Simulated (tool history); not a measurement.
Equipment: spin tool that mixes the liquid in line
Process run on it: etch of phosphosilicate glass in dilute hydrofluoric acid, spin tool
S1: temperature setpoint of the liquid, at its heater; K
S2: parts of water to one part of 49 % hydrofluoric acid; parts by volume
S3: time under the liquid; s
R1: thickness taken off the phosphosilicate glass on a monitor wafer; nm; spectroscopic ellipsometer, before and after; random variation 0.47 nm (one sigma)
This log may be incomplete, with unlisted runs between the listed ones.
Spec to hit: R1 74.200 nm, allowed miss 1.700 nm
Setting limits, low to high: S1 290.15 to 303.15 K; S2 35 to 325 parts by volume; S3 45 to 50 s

run 1 hour=0.0 | S1=295.15 S2=180 S3=45 | R1=40.241
run 2 hour=1.4 | S1=296.15 S2=175 S3=45 | R1=43.203
run 3 hour=6.1 | S1=293.15 S2=175 S3=45 | R1=38.397
run 4 hour=13.2 | S1=293.15 S2=235 S3=45 | R1=26.983
run 5 hour=20.6 | S1=294.15 S2=220 S3=45 | R1=30.392
run 6 hour=21.9 | S1=296.15 S2=220 S3=45 | R1=32.640
run 7 hour=27.9 | S1=296.15 S2=220 S3=45 | R1=32.963
run 8 hour=32.2 | S1=300.15 S2=150 S3=45 | R1=60.528
run 9 hour=39.8 | S1=300.65 S2=150 S3=45 | R1=61.972
run 10 hour=41.2 | S1=303.15 S2=135 S3=45 | R1=75.210

Next run, 4 choices. One meets every target within its allowed miss, the rest don't. Which?
run A hour=42.6 | S1=303.15 S2=130 S3=45 | R1=?
run B hour=42.6 | S1=296.15 S2=120 S3=50 | R1=?
run C hour=42.6 | S1=300.15 S2=145 S3=50 | R1=?
run D hour=42.6 | S1=302.15 S2=140 S3=50 | R1=?

move=A R1=80.073
move=B R1=74.817
move=C R1=70.044
move=D R1=78.600
A: further off than the last run
B: all results land within tolerance of their targets
C: pushes the last run's worst result past its target
D: further off than the last run
So the answer is move B, the one that meets all the targets.

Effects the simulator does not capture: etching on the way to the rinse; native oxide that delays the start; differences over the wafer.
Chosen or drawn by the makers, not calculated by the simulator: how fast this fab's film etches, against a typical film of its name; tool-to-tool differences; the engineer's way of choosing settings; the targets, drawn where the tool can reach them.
